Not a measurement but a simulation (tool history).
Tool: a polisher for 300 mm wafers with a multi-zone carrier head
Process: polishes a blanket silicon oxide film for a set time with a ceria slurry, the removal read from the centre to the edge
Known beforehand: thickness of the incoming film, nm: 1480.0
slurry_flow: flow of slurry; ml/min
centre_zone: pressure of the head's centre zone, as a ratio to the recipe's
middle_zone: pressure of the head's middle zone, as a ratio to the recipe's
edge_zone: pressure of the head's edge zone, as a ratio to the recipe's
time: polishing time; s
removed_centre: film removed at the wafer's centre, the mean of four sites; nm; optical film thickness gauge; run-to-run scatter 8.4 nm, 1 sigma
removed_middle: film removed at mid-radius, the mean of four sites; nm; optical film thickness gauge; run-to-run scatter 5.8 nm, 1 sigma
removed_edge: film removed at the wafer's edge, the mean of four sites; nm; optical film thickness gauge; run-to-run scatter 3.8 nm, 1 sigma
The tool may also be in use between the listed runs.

| run | hour | slurry_flow | centre_zone | middle_zone | edge_zone | time | removed_centre | removed_middle | removed_edge |
|---|---|---|---|---|---|---|---|---|---|
| 1 | 0 | 225 | 1 | 1 | 1 | 73 | 488.08 | 494.91 | 491.12 |
| 2 | 1.2 | 240 | 1.04 | 1.02 | 1.01 | 74 | 515.28 | 510.11 | 499.72 |
| 3 | 9.5 | 240 | 1.04 | 1.02 | 1.01 | 66 | 462.93 | 453.64 | 444.64 |
| 4 | 13.9 | 240 | 1.04 | 0.99 | 1.01 | 66 | 459.67 | 441.02 | 446.06 |
| 5 | 15.9 | 250 | 1.07 | 1.01 | 1.01 | 69 | 497.5 | 471.54 | 469.69 |
| 6 | 19.9 | 250 | 1.03 | 1.01 | 1.01 | 69 | 488.3 | 481.84 | 463.16 |
| 7 | 24.3 | 265 | 1.06 | 1.02 | 1.02 | 71 | 532.53 | 499.7 | 485.44 |
| 8 | 29.7 | 275 | 1.07 | 1.04 | 1.04 | 72 | 536.44 | 511.13 | 503.91 |

Run 9 has not been measured yet. What should we expect?
| 9 | 36.9 | 290 | 1.09 | 1.06 | 1.04 | 73 | ? | ? | ? |

Run 9 measured removed_centre 560.89 nm, removed_middle 543.51 nm, removed_edge 508.63 nm.
